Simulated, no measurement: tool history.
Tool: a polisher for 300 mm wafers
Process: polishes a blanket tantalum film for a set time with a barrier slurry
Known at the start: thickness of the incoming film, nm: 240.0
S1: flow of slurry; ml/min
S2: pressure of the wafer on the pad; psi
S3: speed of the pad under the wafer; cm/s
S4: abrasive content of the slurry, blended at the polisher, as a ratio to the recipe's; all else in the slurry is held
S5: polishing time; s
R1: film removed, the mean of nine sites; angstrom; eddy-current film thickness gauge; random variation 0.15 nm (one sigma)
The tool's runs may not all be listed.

run	day	S1	S2	S3	S4	S5	R1
1	0	145	2.1	124	1	20	329.6
2	0.204	145	2.1	124	0.9	20	324.04
3	0.446	140	1.9	124	0.9	20	293.61
4	0.783	140	1.9	96	0.9	20	230.05
5	1.108	135	1.9	96	0.9	20	232.01
6	1.138	135	2.1	96	0.9	20	250.41
7	1.238	130	2	96	0.9	20	235.53

The next listed run, before its measurement:
8	1.517	100	1.9	96	0.9	20	?

{"run 8": {"R1": 208.34}}
